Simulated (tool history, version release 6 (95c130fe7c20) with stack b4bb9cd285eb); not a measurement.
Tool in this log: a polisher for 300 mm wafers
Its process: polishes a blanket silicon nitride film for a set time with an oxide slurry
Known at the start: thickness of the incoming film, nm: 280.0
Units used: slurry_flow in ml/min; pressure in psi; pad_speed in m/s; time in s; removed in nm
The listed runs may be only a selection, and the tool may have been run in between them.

{"run": 1, "hour": 0.0, "slurry_flow": 290, "pressure": 3.4, "pad_speed": 0.88, "slurry_solids": 1, "time": 55, "removed": 32.563}
{"run": 2, "hour": 5.6, "slurry_flow": 290, "pressure": 3.4, "pad_speed": 0.88, "slurry_solids": 0.8, "time": 55, "removed": 26.95}
{"run": 3, "hour": 12.9, "slurry_flow": 290, "pressure": 3.2, "pad_speed": 0.82, "slurry_solids": 0.8, "time": 55, "removed": 24.148}
{"run": 4, "hour": 19.8, "slurry_flow": 290, "pressure": 3, "pad_speed": 0.78, "slurry_solids": 0.8, "time": 55, "removed": 22.04}
{"run": 5, "hour": 22.2, "slurry_flow": 290, "pressure": 2.8, "pad_speed": 0.74, "slurry_solids": 0.8, "time": 55, "removed": 19.271}
{"run": 6, "hour": 27.3, "slurry_flow": 290, "pressure": 2.3, "pad_speed": 0.74, "slurry_solids": 0.8, "time": 55, "removed": 16.16}
{"run": 7, "hour": 32.2, "slurry_flow": 290, "pressure": 2.2, "pad_speed": 0.7, "slurry_solids": 0.8, "time": 55, "removed": 14.909}
{"run": 8, "hour": 40.6, "slurry_flow": 290, "pressure": 2.1, "pad_speed": 0.68, "slurry_solids": 0.8, "time": 55, "removed": 14.322}

Predict the results of run 9:
{"run": 9, "hour": 43.3, "slurry_flow": 290, "pressure": 2, "pad_speed": 0.66, "slurry_solids": 0.8, "time": 55, "removed": "?"}

{"run 9": {"removed": 12.978}}
